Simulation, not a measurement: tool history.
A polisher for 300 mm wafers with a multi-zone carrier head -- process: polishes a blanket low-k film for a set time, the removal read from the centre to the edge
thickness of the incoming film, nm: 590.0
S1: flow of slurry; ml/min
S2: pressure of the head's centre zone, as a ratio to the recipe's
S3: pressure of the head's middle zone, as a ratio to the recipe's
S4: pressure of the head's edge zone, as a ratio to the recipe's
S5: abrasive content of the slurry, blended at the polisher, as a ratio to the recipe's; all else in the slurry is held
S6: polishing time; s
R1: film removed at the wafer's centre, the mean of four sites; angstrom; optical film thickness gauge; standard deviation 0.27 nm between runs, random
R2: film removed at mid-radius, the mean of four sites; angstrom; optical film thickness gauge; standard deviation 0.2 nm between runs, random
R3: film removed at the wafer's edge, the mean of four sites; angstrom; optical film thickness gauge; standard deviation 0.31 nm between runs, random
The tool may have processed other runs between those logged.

| run | hour | S1 | S2 | S3 | S4 | S5 | S6 | R1 | R2 | R3 |
|---|---|---|---|---|---|---|---|---|---|---|
| 1 | 0.0 | 130 | 1.00 | 1.00 | 1.00 | 1.00 | 70 | 412.41 | 417.63 | 412.10 |
| 2 | 5.6 | 160 | 1.00 | 1.00 | 1.00 | 1.00 | 70 | 424.82 | 422.57 | 423.36 |
| 3 | 9.0 | 160 | 1.00 | 1.00 | 0.95 | 1.00 | 70 | 428.33 | 430.34 | 415.65 |
| 4 | 14.0 | 150 | 0.96 | 0.95 | 0.95 | 0.90 | 70 | 398.90 | 391.41 | 399.75 |
| 5 | 17.2 | 150 | 0.96 | 0.95 | 0.88 | 0.90 | 70 | 383.79 | 393.68 | 386.79 |
| 6 | 18.5 | 165 | 0.96 | 0.95 | 0.88 | 0.90 | 70 | 402.02 | 398.16 | 389.08 |
| 7 | 21.5 | 150 | 0.93 | 0.92 | 0.88 | 0.85 | 70 | 372.38 | 374.26 | 380.02 |
| 8 | 23.8 | 135 | 0.91 | 0.89 | 0.87 | 0.80 | 70 | 352.44 | 351.34 | 360.61 |

What will run 9 give?
| 9 | 25.9 | 125 | 0.88 | 0.87 | 0.88 | 0.80 | 70 | ? | ? | ? |

For run 9 the tool returned R1 334.93 angstrom, R2 342.62 angstrom, R3 362.17 angstrom.
